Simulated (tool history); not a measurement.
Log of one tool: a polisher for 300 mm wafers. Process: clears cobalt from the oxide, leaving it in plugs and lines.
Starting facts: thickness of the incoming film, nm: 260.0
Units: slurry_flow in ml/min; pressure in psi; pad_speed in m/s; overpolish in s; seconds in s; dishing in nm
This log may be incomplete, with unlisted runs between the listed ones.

run 1 day=0 | slurry_flow=120 pressure=1.4 pad_speed=0.84 overpolish=28 | seconds=104.91 dishing=40.781
run 2 day=0.321 | slurry_flow=120 pressure=1.7 pad_speed=0.84 overpolish=28 | seconds=88.985 dishing=44.635
run 3 day=0.375 | slurry_flow=115 pressure=1.5 pad_speed=0.82 overpolish=28 | seconds=103.72 dishing=40.736
run 4 day=0.717 | slurry_flow=115 pressure=1.5 pad_speed=0.82 overpolish=23 | seconds=102.11 dishing=38.264
run 5 day=0.792 | slurry_flow=110 pressure=1.4 pad_speed=0.8 overpolish=24 | seconds=111.53 dishing=35.779
run 6 day=1.158 | slurry_flow=110 pressure=1.4 pad_speed=0.8 overpolish=13 | seconds=112.92 dishing=24.063

Run 7 comes next. What will it give?
run 7 day=1.233 | slurry_flow=105 pressure=1.3 pad_speed=0.78 overpolish=15 | seconds=? dishing=?

{"run 7": {"seconds": 123.75, "dishing": 24.522}}
